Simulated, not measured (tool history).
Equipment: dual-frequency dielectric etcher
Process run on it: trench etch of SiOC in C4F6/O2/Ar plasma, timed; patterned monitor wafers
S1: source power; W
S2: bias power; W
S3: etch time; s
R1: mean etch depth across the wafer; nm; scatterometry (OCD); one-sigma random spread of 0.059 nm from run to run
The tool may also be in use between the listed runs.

Run 1, hour 0: S1 260 W, S2 237 W, S3 9 s. Result: R1 17.304 nm.
Run 2, hour 1.1: S1 240 W, S2 218 W, S3 9 s. Result: R1 16.074 nm.
Run 3, hour 4.1: S1 220 W, S2 218 W, S3 9 s. Result: R1 15.186 nm.
Run 4, hour 11.6: S1 210 W, S2 216 W, S3 9 s. Result: R1 14.817 nm.
Run 5, hour 17.6: S1 200 W, S2 214 W, S3 9 s. Result: R1 14.253 nm.
Run 6, hour 18.4: S1 200 W, S2 249 W, S3 9 s. Result: R1 15.064 nm.
Run 7, hour 25.1: S1 170 W, S2 221 W, S3 9 s. Result: R1 12.881 nm.

Forecast run 8:
Run 8, hour 27.2: S1 200 W, S2 225 W, S3 9 s. Result: R1 ?.

Logged for run 8: R1 14.578 nm.
